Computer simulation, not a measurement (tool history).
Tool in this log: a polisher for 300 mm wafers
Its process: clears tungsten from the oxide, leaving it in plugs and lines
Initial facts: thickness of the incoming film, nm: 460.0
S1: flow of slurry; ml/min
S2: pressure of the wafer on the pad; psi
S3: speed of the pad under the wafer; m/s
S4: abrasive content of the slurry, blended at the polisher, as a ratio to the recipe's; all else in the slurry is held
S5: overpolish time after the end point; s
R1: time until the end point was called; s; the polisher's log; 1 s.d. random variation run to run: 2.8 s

run,day,S1,S2,S3,S4,S5,R1
1,0,165,3.8,0.84,1,20,107.98
2,0.35,165,3.3,0.82,1,20,125.79
3,0.696,190,3.3,0.82,1,20,119.54
4,0.721,180,3,0.82,1,20,132.85
# day 1.004: head pressure recalibrated
5,1.004,175,2.8,0.82,1,20,130.75
6,1.083,175,3.7,0.82,1,20,100.47
7,1.329,160,3.4,0.82,1,20,109.5

For run 8, what comes out?
8,1.471,160,2.4,0.76,1,20,?

For run 8 the tool returned R1 160.71 s.
